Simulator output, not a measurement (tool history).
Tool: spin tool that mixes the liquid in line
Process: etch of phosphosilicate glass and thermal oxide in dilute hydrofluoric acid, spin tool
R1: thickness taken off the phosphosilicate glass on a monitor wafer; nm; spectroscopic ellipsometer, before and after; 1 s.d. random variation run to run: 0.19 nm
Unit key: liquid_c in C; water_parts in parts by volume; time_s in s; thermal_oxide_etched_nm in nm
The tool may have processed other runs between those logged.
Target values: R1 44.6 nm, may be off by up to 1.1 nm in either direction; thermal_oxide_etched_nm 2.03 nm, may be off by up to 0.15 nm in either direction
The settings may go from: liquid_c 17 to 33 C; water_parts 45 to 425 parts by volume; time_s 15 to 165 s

{"run": 1, "hour": 0.0, "liquid_c": 25, "water_parts": 235, "time_s": 85, "R1": 35.606, "thermal_oxide_etched_nm": 1.6352}
{"run": 2, "hour": 5.5, "liquid_c": 25, "water_parts": 320, "time_s": 85, "R1": 23.919, "thermal_oxide_etched_nm": 1.0932}
{"run": 3, "hour": 10.5, "liquid_c": 25, "water_parts": 260, "time_s": 85, "R1": 31.356, "thermal_oxide_etched_nm": 1.3854}
{"run": 4, "hour": 12.7, "liquid_c": 22, "water_parts": 260, "time_s": 85, "R1": 28.218, "thermal_oxide_etched_nm": 1.2821}
{"run": 5, "hour": 13.4, "liquid_c": 22, "water_parts": 320, "time_s": 85, "R1": 21.784, "thermal_oxide_etched_nm": 0.9543}
{"run": 6, "hour": 15.9, "liquid_c": 22, "water_parts": 355, "time_s": 85, "R1": 18.822, "thermal_oxide_etched_nm": 0.85529}
{"run": 7, "hour": 19.1, "liquid_c": 22, "water_parts": 355, "time_s": 85, "R1": 18.786, "thermal_oxide_etched_nm": 0.85567}
{"hour": 20.1, "done": "thermometer replaced"}
{"run": 8, "hour": 20.1, "liquid_c": 25, "water_parts": 315, "time_s": 85, "R1": 22.882, "thermal_oxide_etched_nm": 1.0427}
{"run": 9, "hour": 24.5, "liquid_c": 25.5, "water_parts": 275, "time_s": 85, "R1": 27.83, "thermal_oxide_etched_nm": 1.3094}
{"run": 10, "hour": 27.7, "liquid_c": 29.5, "water_parts": 215, "time_s": 90, "R1": 46.097, "thermal_oxide_etched_nm": 2.1677}

4 candidate next runs follow, results not yet known. Just one meets every target within its allowed miss. Identify it.
{"run": "A", "hour": 30.9, "liquid_c": 30, "water_parts": 235, "time_s": 95, "R1": "?", "thermal_oxide_etched_nm": "?"}
{"run": "B", "hour": 30.9, "liquid_c": 31, "water_parts": 180, "time_s": 70, "R1": "?", "thermal_oxide_etched_nm": "?"}
{"run": "C", "hour": 30.9, "liquid_c": 27.5, "water_parts": 210, "time_s": 95, "R1": "?", "thermal_oxide_etched_nm": "?"}
{"run": "D", "hour": 30.9, "liquid_c": 31, "water_parts": 240, "time_s": 100, "R1": "?", "thermal_oxide_etched_nm": "?"}

move=A R1=44.27 thermal_oxide_etched_nm=2.012
move=B R1=47.153 thermal_oxide_etched_nm=2.143
move=C R1=46.79 thermal_oxide_etched_nm=2.1265
move=D R1=46.901 thermal_oxide_etched_nm=2.1316
A: all results in spec
B: the biggest miss grows against the last run
C: the biggest miss grows against the last run
D: the biggest miss grows against the last run
Go with A: it meets all targets.

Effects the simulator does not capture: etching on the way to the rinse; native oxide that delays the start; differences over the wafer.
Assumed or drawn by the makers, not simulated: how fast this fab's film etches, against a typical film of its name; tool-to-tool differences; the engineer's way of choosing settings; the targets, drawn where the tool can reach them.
